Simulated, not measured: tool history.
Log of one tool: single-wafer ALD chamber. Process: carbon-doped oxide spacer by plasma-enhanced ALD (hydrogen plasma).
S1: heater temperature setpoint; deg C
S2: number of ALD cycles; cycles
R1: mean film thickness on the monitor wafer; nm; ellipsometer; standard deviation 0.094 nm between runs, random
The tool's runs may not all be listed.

run	hour	S1	S2	R1
1	0.0	380	412	19.632
2	7.4	380	422	20.128
3	11.3	369	422	20.073
4	16.8	369	431	20.415
5	24.4	362	431	20.704
6	26.3	362	439	20.943
7	31.3	362	446	21.300
8	31.8	362	452	21.446
9	40.8	362	459	21.783

What will run 10 give?
10	48.5	362	465	?

{"run 10": {"R1": 22.03}}
